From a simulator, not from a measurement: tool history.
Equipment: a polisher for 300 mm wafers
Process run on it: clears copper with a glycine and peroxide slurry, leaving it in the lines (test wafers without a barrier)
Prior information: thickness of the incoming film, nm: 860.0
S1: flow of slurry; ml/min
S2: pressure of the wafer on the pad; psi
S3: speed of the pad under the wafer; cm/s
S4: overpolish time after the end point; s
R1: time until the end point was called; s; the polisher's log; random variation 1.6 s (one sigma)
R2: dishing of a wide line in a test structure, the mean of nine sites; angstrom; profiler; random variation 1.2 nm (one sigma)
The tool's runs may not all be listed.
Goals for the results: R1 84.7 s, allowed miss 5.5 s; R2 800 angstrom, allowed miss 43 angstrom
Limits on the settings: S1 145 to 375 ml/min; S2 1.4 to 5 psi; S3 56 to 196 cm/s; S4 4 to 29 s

run,hour,S1,S2,S3,S4,R1,R2
1,0,240,3.2,126,15,108.6,730.05
2,8.1,240,3.4,128,14,104.56,714.58
3,12.7,240,3.7,130,14,94.601,762.43
4,21.5,240,3.8,130,14,93.18,780.03
5,24.7,240,3.8,108,14,108.13,709.72
6,28.3,240,4.1,110,14,99.69,767.21
7,29.1,240,4.3,112,13,95.13,745.51
8,32.7,240,4.4,112,13,88.855,758.53
9,40,240,4.5,112,13,89.496,779.19

Pick the move, out of 4, that brings all results within their allowed miss; only one does.
A,47.3,200,4.3,96,17,?,?
B,47.3,210,4.6,122,13,?,?
C,47.3,225,4.4,90,16,?,?
D,47.3,185,4.9,134,11,?,?

move,R1,R2
A,109.12,839.77
B,85,827.14
C,110.69,796.97
D,75.553,799.14
A: the biggest miss grows against the last run
B: all results land within tolerance of their targets
C: the biggest miss grows against the last run
D: pushes the last run's worst result past its target
Move B is the one to make.
